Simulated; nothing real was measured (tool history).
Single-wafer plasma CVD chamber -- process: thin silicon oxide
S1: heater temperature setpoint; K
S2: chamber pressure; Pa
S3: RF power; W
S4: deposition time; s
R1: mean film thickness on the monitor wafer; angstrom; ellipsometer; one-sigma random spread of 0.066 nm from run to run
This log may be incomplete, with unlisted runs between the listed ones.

run	hour	S1	S2	S3	S4	R1
1	0	648.15	76.3	295	9.1	98.617
2	2.8	648.15	76.3	260	9.1	92.845
3	4.8	648.15	76.3	260	8.7	89.146
4	9.3	648.15	84.5	265	8.7	99.894
5	15	648.15	84.5	245	8.7	94.685
6	18.3	639.15	84.5	245	8.7	93.92
7	19.2	639.15	91.6	255	8.7	104.94
8	22.2	639.15	96.4	260	8.7	112.39
# hour 27.9: thermocouple changed; heater temperature recalibrated
9	27.9	639.15	99.6	265	8.7	117.37

The next listed run, before its measurement:
10	33.8	639.15	101.9	270	8.7	?

R1: 120.72 angstrom
